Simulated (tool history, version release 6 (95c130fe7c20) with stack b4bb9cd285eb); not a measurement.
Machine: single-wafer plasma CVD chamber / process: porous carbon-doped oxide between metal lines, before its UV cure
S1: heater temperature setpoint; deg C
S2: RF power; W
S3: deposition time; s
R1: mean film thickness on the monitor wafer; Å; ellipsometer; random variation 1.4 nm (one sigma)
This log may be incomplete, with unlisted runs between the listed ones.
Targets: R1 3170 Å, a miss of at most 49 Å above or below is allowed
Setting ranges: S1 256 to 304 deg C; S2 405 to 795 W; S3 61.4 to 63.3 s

{"run": 1, "day": 0.0, "S1": 280, "S2": 600, "S3": 61.4, "R1": 4032.8}
{"run": 2, "day": 0.138, "S1": 280, "S2": 600, "S3": 63.3, "R1": 4161.2}
{"run": 3, "day": 0.375, "S1": 285, "S2": 575, "S3": 63.2, "R1": 3872.3}
{"run": 4, "day": 0.733, "S1": 285, "S2": 495, "S3": 63.2, "R1": 3486.6}
{"run": 5, "day": 1.096, "S1": 285, "S2": 575, "S3": 63.2, "R1": 3869}
{"run": 6, "day": 1.308, "S1": 289, "S2": 565, "S3": 63.2, "R1": 3693.9}
{"run": 7, "day": 1.567, "S1": 292, "S2": 560, "S3": 63.2, "R1": 3647.5}
{"run": 8, "day": 1.929, "S1": 294, "S2": 545, "S3": 63.2, "R1": 3518.6}
{"run": 9, "day": 2.288, "S1": 296, "S2": 535, "S3": 63.2, "R1": 3445.6}

Pick the move, out of 5, that brings all results within their allowed miss; only one does.
{"run": "A", "day": 2.646, "S1": 299, "S2": 490, "S3": 63.3, "R1": "?"}
{"run": "B", "day": 2.646, "S1": 295, "S2": 515, "S3": 63.3, "R1": "?"}
{"run": "C", "day": 2.646, "S1": 299, "S2": 495, "S3": 61.4, "R1": "?"}
{"run": "D", "day": 2.646, "S1": 291, "S2": 500, "S3": 61.4, "R1": "?"}
{"run": "E", "day": 2.646, "S1": 289, "S2": 610, "S3": 63.3, "R1": "?"}

move=A R1=3173
move=B R1=3376.2
move=C R1=3102.2
move=D R1=3294.5
move=E R1=3958.4
A: every result within its allowed miss
B: closes in on the targets versus the last run, not all within tolerance yet
C: the result that was furthest off in the last run now lies on the other side of its target
D: closes in on the targets versus the last run, not all within tolerance yet
E: moves away from the targets compared with the last run
Answer: A
